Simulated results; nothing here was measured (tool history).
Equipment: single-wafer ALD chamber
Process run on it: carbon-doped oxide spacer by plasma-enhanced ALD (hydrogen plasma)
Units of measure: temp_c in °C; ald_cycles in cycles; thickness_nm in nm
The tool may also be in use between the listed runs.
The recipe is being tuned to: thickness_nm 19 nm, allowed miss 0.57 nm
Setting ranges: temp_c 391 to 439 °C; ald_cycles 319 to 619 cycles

Run 1, day 0: temp_c 415 °C, ald_cycles 469 cycles. Result: thickness_nm 21.377 nm.
Run 2, day 0.367: temp_c 416 °C, ald_cycles 460 cycles. Result: thickness_nm 21.211 nm.
Run 3, day 0.579: temp_c 425 °C, ald_cycles 460 cycles. Result: thickness_nm 20.45 nm.
Run 4, day 0.85: temp_c 431 °C, ald_cycles 460 cycles. Result: thickness_nm 19.908 nm.
Run 5, day 1.129: temp_c 432 °C, ald_cycles 457 cycles. Result: thickness_nm 19.813 nm.
Run 6, day 1.296: temp_c 432 °C, ald_cycles 482 cycles. Result: thickness_nm 20.883 nm.
Run 7, day 1.462: temp_c 433 °C, ald_cycles 475 cycles. Result: thickness_nm 20.454 nm.
Run 8, day 1.796: temp_c 433 °C, ald_cycles 469 cycles. Result: thickness_nm 20.145 nm.
Run 9, day 1.879: temp_c 433 °C, ald_cycles 465 cycles. Result: thickness_nm 20.046 nm.

Exercise: of the 4 proposed moves below, exactly one satisfies all targets within the stated allowed misses. Which move is it?
Run A, day 1.962: temp_c 439 °C, ald_cycles 407 cycles. Result: thickness_nm ?.
Run B, day 1.962: temp_c 429 °C, ald_cycles 503 cycles. Result: thickness_nm ?.
Run C, day 1.962: temp_c 436 °C, ald_cycles 446 cycles. Result: thickness_nm ?.
Run D, day 1.962: temp_c 422 °C, ald_cycles 395 cycles. Result: thickness_nm ?.

move  thickness_nm
   A        17.019
   B        21.857
   C        18.869
   D        17.617
A: takes the biggest miss from the last run beyond its target
B: the biggest miss grows against the last run
C: every result lands within tolerance
D: takes the biggest miss from the last run beyond its target
So the answer is move C, the one that meets all the targets.

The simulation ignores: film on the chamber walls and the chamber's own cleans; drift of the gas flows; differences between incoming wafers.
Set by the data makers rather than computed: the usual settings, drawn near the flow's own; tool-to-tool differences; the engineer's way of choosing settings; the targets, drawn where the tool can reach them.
